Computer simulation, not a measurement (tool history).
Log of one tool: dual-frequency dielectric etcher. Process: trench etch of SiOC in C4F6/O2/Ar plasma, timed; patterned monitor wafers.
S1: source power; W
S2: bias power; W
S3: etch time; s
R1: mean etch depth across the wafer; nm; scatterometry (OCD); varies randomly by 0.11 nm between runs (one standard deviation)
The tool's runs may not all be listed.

run,hour,S1,S2,S3,R1
1,0.0,280,216,25.0,51.664
2,1.7,280,200,25.0,50.330
3,7.1,290,201,25.0,51.046
4,12.1,290,163,25.0,47.871
5,18.5,290,163,26.5,50.742
6,26.9,290,163,26.5,50.799

What will run 7 give?
7,31.3,300,164,26.5,?

{"run 7": {"R1": 51.418}}
